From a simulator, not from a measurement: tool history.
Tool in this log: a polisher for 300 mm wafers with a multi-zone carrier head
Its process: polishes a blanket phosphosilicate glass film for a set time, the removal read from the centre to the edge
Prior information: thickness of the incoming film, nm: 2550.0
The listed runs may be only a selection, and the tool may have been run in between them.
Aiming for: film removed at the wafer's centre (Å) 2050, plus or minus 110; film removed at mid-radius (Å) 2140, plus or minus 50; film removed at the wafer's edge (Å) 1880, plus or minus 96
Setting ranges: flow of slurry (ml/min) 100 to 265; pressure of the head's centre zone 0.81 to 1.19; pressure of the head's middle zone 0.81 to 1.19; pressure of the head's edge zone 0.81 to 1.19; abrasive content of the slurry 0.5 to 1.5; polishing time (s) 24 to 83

run,hour,flow of slurry (ml/min),pressure of the head's centre zone,pressure of the head's middle zone,pressure of the head's edge zone,abrasive content of the slurry,polishing time (s),film removed at the wafer's centre (Å),film removed at mid-radius (Å),film removed at the wafer's edge (Å)
1,0,170,1,1,1,1,53,2939.1,2969.7,2936
2,1.2,170,1,1,0.98,0.95,52,2799.6,2865,2842.8
3,4.9,135,1,1,0.98,0.95,52,2765.7,2758.7,2674
4,8.2,120,1,1,0.98,0.95,52,2706.2,2735.6,2662
5,11.3,120,1,1,0.96,0.9,52,2645.6,2700.1,2603.1
6,17,115,1.01,1.01,0.95,0.85,51,2442.4,2595,2435.5
7,21.5,115,1.03,1.01,0.94,0.8,51,2534.7,2471.6,2327.7
8,27.5,115,1.03,1.01,0.93,0.75,51,2414.2,2360.5,2277.9
9,28.7,150,1.06,1.11,0.83,0.5,47,1835.6,1889.4,1566.9
10,36,150,1.06,1.11,0.85,0.5,47,1776.8,1888.5,1644.7
11,41.1,150,1.06,1.11,0.85,0.5,47,1788.8,1860.1,1552.1
12,49,150,1.06,1.11,0.86,0.5,47,1743.4,1872.9,1587

Which single option among these 5 for the next run brings every result within its allowed miss of target? Just one does.
A,56.9,150,0.85,0.92,1.19,0.5,47,?,?,?
B,56.9,175,1.1,1.16,0.87,0.5,54,?,?,?
C,56.9,160,1.04,1.02,0.95,0.5,54,?,?,?
D,56.9,120,1.05,1.1,0.89,0.6,49,?,?,?
E,56.9,140,1.18,0.87,0.83,0.55,46,?,?,?

move,film removed at the wafer's centre (Å),film removed at mid-radius (Å),film removed at the wafer's edge (Å)
A,1449.1,1602.5,1819
B,2119.3,2275.3,1834.1
C,1995.6,2020.2,1893.5
D,2006,2154.6,1856.1
E,1999.4,1589.9,1620.2
A: misses by more than the last run did
B: moves the result that the last run missed by most past its target, out the other side
C: better than the last run, though not everything is in spec
D: each result inside its tolerance
E: misses by more than the last run did
Move D is the one to make.
